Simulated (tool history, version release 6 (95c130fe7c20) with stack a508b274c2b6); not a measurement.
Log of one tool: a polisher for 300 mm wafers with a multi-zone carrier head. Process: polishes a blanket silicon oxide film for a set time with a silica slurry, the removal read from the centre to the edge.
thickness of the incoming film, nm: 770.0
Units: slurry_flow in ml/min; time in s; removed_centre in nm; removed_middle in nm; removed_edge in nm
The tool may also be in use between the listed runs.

run  hour  slurry_flow  centre_zone  middle_zone  edge_zone  slurry_solids  time  removed_centre  removed_middle  removed_edge
  1   0.0          270         1.00         1.00       1.00           1.00    54          234.06          229.39        242.27
  2   3.1          270         0.99         0.98       0.99           0.95    54          226.26          215.31        231.15
  3  11.0          270         0.99         0.98       0.99           0.95    65          260.10          258.00        277.23
  4  12.8          270         1.06         0.98       0.99           0.95    65          290.67          261.42        281.33
  5  18.9          270         1.13         0.98       0.99           0.95    65          296.29          264.96        277.58
  6  27.3          270         1.16         0.98       0.99           0.95    65          304.47          258.22        273.85
  7  35.9          265         1.12         0.97       0.98           0.85    65          271.31          246.30        259.33
  8  36.5          255         1.02         0.87       0.90           0.60    64          203.66          173.53        191.92
  9  42.4          260         1.01         0.89       0.92           0.60    64          199.98          173.40        191.23
 10  43.6          250         0.92         0.95       0.98           0.85    65          235.53          235.78        252.24
 11  52.1          250         0.90         0.93       0.96           0.85    65          226.00          228.77        256.66
 12  53.3          245         0.95         0.94       0.94           0.60    64          185.40          183.02        195.18
 13  62.0          250         0.96         0.94       0.96           0.60    64          190.16          180.72        199.02
 14  67.4          250         0.96         0.95       0.97           0.60    64          186.49          184.45        201.91

The next listed run, before its measurement:
 15  69.6          275         1.02         0.98       1.02           0.65    64               ?               ?             ?

{"run 15": {"removed_centre": 206.58, "removed_middle": 202.67, "removed_edge": 214.36}}
